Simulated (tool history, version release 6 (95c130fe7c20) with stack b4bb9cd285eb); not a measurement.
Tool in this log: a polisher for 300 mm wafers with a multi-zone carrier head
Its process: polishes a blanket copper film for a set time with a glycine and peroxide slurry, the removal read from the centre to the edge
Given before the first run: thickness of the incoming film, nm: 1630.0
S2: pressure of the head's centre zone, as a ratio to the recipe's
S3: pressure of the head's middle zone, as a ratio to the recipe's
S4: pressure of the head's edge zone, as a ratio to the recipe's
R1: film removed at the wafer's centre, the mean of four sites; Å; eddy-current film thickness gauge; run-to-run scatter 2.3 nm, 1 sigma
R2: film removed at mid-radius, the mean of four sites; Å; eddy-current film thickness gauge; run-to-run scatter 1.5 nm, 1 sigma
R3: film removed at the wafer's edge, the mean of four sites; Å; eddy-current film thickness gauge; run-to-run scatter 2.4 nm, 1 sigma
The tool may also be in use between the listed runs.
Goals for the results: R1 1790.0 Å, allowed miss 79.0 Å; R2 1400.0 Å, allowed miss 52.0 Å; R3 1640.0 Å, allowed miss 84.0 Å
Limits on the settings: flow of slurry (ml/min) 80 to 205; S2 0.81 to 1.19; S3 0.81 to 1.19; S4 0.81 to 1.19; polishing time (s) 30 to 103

{"run": 1, "hour": 0.0, "flow of slurry (ml/min)": 135, "S2": 1.0, "S3": 1.0, "S4": 1.0, "polishing time (s)": 66, "R1": 2812.6, "R2": 2766.4, "R3": 2800.1}
{"run": 2, "hour": 7.7, "flow of slurry (ml/min)": 130, "S2": 1.01, "S3": 0.96, "S4": 0.99, "polishing time (s)": 59, "R1": 2581.5, "R2": 2421.0, "R3": 2441.1}
{"run": 3, "hour": 11.5, "flow of slurry (ml/min)": 155, "S2": 1.01, "S3": 0.96, "S4": 0.99, "polishing time (s)": 59, "R1": 2685.7, "R2": 2509.3, "R3": 2519.5}
{"run": 4, "hour": 12.3, "flow of slurry (ml/min)": 155, "S2": 1.01, "S3": 0.91, "S4": 0.99, "polishing time (s)": 59, "R1": 2676.4, "R2": 2410.3, "R3": 2524.4}
{"run": 5, "hour": 18.8, "flow of slurry (ml/min)": 155, "S2": 1.01, "S3": 0.91, "S4": 0.99, "polishing time (s)": 72, "R1": 3196.5, "R2": 2897.8, "R3": 3121.1}
{"run": 6, "hour": 26.8, "flow of slurry (ml/min)": 145, "S2": 1.02, "S3": 0.89, "S4": 1.01, "polishing time (s)": 63, "R1": 2852.1, "R2": 2550.6, "R3": 2729.8}
{"run": 7, "hour": 33.4, "flow of slurry (ml/min)": 145, "S2": 1.02, "S3": 0.89, "S4": 1.01, "polishing time (s)": 63, "R1": 2856.5, "R2": 2521.9, "R3": 2762.7}
{"run": 8, "hour": 36.5, "flow of slurry (ml/min)": 110, "S2": 1.08, "S3": 0.81, "S4": 0.96, "polishing time (s)": 45, "R1": 2033.7, "R2": 1624.6, "R3": 1770.3}

Pick the move, out of 4, that brings all results within their allowed miss; only one does.
{"run": "A", "hour": 39.6, "flow of slurry (ml/min)": 105, "S2": 1.15, "S3": 0.88, "S4": 0.83, "polishing time (s)": 38, "R1": "?", "R2": "?", "R3": "?"}
{"run": "B", "hour": 39.6, "flow of slurry (ml/min)": 135, "S2": 1.19, "S3": 0.84, "S4": 0.88, "polishing time (s)": 37, "R1": "?", "R2": "?", "R3": "?"}
{"run": "C", "hour": 39.6, "flow of slurry (ml/min)": 110, "S2": 1.19, "S3": 0.85, "S4": 0.89, "polishing time (s)": 36, "R1": "?", "R2": "?", "R3": "?"}
{"run": "D", "hour": 39.6, "flow of slurry (ml/min)": 105, "S2": 1.09, "S3": 0.81, "S4": 0.98, "polishing time (s)": 40, "R1": "?", "R2": "?", "R3": "?"}

move=A R1=1805.7 R2=1414.2 R3=1448.2
move=B R1=1939.9 R2=1423.0 R3=1505.9
move=C R1=1793.4 R2=1331.4 R3=1427.1
move=D R1=1800.3 R2=1429.2 R3=1646.3
A: brings the last run's worst result on target, with another outside its allowed miss
B: brings the last run's worst result on target, with another outside its allowed miss
C: carries the result that was furthest off beyond its target, to the other side
D: all results land within tolerance of their targets
The move that meets every target is D.
